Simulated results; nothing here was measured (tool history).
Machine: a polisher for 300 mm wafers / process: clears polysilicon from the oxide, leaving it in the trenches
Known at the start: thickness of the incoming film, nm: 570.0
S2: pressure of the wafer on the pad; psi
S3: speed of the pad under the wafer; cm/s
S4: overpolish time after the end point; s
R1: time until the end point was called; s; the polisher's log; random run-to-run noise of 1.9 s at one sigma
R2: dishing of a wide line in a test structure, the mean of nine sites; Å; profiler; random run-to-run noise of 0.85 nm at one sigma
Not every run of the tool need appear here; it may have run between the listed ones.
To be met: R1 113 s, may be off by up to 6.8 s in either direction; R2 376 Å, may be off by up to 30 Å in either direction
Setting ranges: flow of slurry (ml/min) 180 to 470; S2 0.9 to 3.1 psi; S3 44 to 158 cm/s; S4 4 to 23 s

Run 1, hour 0: flow of slurry (ml/min) 300, S2 2 psi, S3 100 cm/s, S4 12 s. Result: R1 63.768 s, R2 412.5 Å.
Run 2, hour 6.3: flow of slurry (ml/min) 300, S2 1.8 psi, S3 98 cm/s, S4 12 s. Result: R1 71.794 s, R2 402.29 Å.
Run 3, hour 8.8: flow of slurry (ml/min) 300, S2 2.2 psi, S3 98 cm/s, S4 12 s. Result: R1 61.203 s, R2 423.89 Å.
Run 4, hour 12.5: flow of slurry (ml/min) 300, S2 2 psi, S3 94 cm/s, S4 13 s. Result: R1 69.535 s, R2 410.49 Å.
Run 5, hour 16: flow of slurry (ml/min) 300, S2 1.8 psi, S3 92 cm/s, S4 14 s. Result: R1 79.993 s, R2 399.11 Å.
Run 6, hour 21.3: flow of slurry (ml/min) 300, S2 1.8 psi, S3 92 cm/s, S4 16 s. Result: R1 79.389 s, R2 408.36 Å.
Run 7, hour 26.7: flow of slurry (ml/min) 300, S2 1.7 psi, S3 92 cm/s, S4 16 s. Result: R1 83.552 s, R2 416.38 Å.
Run 8, hour 31.9: flow of slurry (ml/min) 300, S2 1.6 psi, S3 92 cm/s, S4 16 s. Result: R1 89.485 s, R2 402.48 Å.
Run 9, hour 37.8: flow of slurry (ml/min) 300, S2 1.1 psi, S3 90 cm/s, S4 16 s. Result: R1 130.98 s, R2 353.66 Å.

Exactly one of the 5 candidate moves below puts every result within its allowed miss. Which one?
Run A, hour 43.7: flow of slurry (ml/min) 360, S2 1.3 psi, S3 60 cm/s, S4 21 s. Result: R1 ?, R2 ?.
Run B, hour 43.7: flow of slurry (ml/min) 300, S2 1.1 psi, S3 82 cm/s, S4 17 s. Result: R1 ?, R2 ?.
Run C, hour 43.7: flow of slurry (ml/min) 370, S2 0.9 psi, S3 90 cm/s, S4 21 s. Result: R1 ?, R2 ?.
Run D, hour 43.7: flow of slurry (ml/min) 335, S2 0.9 psi, S3 90 cm/s, S4 17 s. Result: R1 ?, R2 ?.
Run E, hour 43.7: flow of slurry (ml/min) 315, S2 1.1 psi, S3 104 cm/s, S4 15 s. Result: R1 ?, R2 ?.

move      R1      R2
   A  154.74  383.59
   B  136.23  372.61
   C  148.22  388.91
   D  149.22  359.86
   E  107.85  386.64
A: its largest miss is bigger than the last run's
B: its largest miss is bigger than the last run's
C: its largest miss is bigger than the last run's
D: its largest miss is bigger than the last run's
E: each result inside its tolerance
The right move is E.
